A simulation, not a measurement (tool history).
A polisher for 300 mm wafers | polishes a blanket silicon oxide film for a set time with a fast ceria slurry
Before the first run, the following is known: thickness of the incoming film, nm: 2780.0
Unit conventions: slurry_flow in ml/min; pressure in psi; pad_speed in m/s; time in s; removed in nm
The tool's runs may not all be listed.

Run 1, hour 0: slurry_flow 200 ml/min, pressure 3.2 psi, pad_speed 0.96 m/s, time 51 s. Result: removed 731.81 nm.
Run 2, hour 2.5: slurry_flow 200 ml/min, pressure 3 psi, pad_speed 0.96 m/s, time 51 s. Result: removed 693.27 nm.
Run 3, hour 8.9: slurry_flow 200 ml/min, pressure 2.8 psi, pad_speed 0.96 m/s, time 51 s. Result: removed 652.29 nm.
Run 4, hour 15.6: slurry_flow 200 ml/min, pressure 2.6 psi, pad_speed 0.96 m/s, time 51 s. Result: removed 607.31 nm.
At hour 17.4: slurry nozzle cleaned.
Run 5, hour 17.4: slurry_flow 200 ml/min, pressure 2.6 psi, pad_speed 0.82 m/s, time 51 s. Result: removed 579.37 nm.
Run 6, hour 24.2: slurry_flow 200 ml/min, pressure 2.5 psi, pad_speed 0.82 m/s, time 51 s. Result: removed 558.96 nm.

Estimate the outcome of run 7 from the log above:
Run 7, hour 29: slurry_flow 200 ml/min, pressure 2.4 psi, pad_speed 0.82 m/s, time 51 s. Result: removed ?.

{"run 7": {"removed": 543.3}}

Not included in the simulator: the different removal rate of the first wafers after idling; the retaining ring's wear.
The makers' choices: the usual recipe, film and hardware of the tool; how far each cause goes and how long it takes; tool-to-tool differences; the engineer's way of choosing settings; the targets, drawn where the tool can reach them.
